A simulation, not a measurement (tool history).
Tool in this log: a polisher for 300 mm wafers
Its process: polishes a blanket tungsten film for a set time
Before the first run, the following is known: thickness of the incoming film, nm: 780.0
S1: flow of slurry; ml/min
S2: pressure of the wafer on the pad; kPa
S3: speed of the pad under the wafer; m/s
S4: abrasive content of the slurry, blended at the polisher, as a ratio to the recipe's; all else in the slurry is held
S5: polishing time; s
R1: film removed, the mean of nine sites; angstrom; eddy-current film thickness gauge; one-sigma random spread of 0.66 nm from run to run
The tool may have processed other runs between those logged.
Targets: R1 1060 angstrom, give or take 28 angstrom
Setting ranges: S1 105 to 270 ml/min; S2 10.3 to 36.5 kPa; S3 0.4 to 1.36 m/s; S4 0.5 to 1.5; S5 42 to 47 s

| run | hour | S1 | S2 | S3 | S4 | S5 | R1 |
|---|---|---|---|---|---|---|---|
| 1 | 0 | 175 | 23.4 | 0.88 | 1 | 47 | 1440.1 |
| 2 | 4.6 | 175 | 19.3 | 0.88 | 1 | 47 | 1187.5 |
| 3 | 7.5 | 170 | 18.6 | 0.88 | 1 | 47 | 1149.9 |
| 4 | 16 | 170 | 18.6 | 0.96 | 1 | 47 | 1238.4 |
| 5 | 16.9 | 165 | 17.9 | 0.96 | 1 | 47 | 1186.9 |
| 6 | 19.6 | 155 | 17.2 | 0.96 | 1 | 47 | 1135.1 |
| 7 | 28.4 | 145 | 17.2 | 0.96 | 1 | 47 | 1127.2 |
| 8 | 36.4 | 130 | 15.9 | 0.96 | 1 | 47 | 1011.4 |
| 9 | 41 | 135 | 15.9 | 0.96 | 1 | 47 | 1018.5 |
| 10 | 48 | 140 | 15.9 | 0.96 | 1 | 47 | 1019.7 |
| 11 | 54.1 | 155 | 16.5 | 0.96 | 1 | 47 | 1087.9 |

Which single option among these 4 for the next run brings every result within its allowed miss of target? Just one does.
| A | 60.2 | 130 | 17.2 | 1.02 | 1.05 | 47 | ? |
| B | 60.2 | 140 | 20 | 0.8 | 1.1 | 47 | ? |
| C | 60.2 | 165 | 18.6 | 0.94 | 0.95 | 44 | ? |
| D | 60.2 | 140 | 14.5 | 1.04 | 1.25 | 47 | ? |

| move | R1 |
|---|---|
| A | 1171.9 |
| B | 1125.7 |
| C | 1124.7 |
| D | 1061.7 |
A: further off than the last run
B: further off than the last run
C: further off than the last run
D: all results land within tolerance of their targets
D is the move that brings every result within its allowed miss.
